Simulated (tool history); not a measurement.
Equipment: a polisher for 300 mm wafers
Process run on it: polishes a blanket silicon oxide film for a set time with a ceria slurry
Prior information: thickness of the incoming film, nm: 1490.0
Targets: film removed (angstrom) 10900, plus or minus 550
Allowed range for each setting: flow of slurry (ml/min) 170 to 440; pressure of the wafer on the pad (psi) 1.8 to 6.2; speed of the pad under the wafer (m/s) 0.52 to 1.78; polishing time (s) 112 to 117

run	hour	flow of slurry (ml/min)	pressure of the wafer on the pad (psi)	speed of the pad under the wafer (m/s)	polishing time (s)	film removed (angstrom)
1	0	280	4	1.14	112	8730.6
2	5.8	230	4	1.14	112	8430
3	13	270	4	1.14	112	8644.5
4	17.3	270	4.2	1.14	112	9009.5
5	18.5	270	4.4	1.14	112	9494.6
6	27.4	270	4.5	1.14	112	9637.9
7	35.4	270	4.6	1.14	112	9617.9
8	38.2	270	4.8	1.14	112	10065

Exercise: of the 5 proposed moves below, exactly one satisfies all targets within the stated allowed misses. Which move is it?
A	41	290	4.7	1.06	117	?
B	41	225	4.7	1.1	112	?
C	41	225	4.9	1.28	117	?
D	41	235	4.5	1.08	117	?
E	41	250	5.5	1.08	113	?

move	film removed (angstrom)
A	9649
B	9292.6
C	11713
D	9193.8
E	10883
A: misses by more than the last run did
B: misses by more than the last run did
C: takes the biggest miss from the last run beyond its target
D: misses by more than the last run did
E: every result within its allowed miss
E is the move that brings every result within its allowed miss.
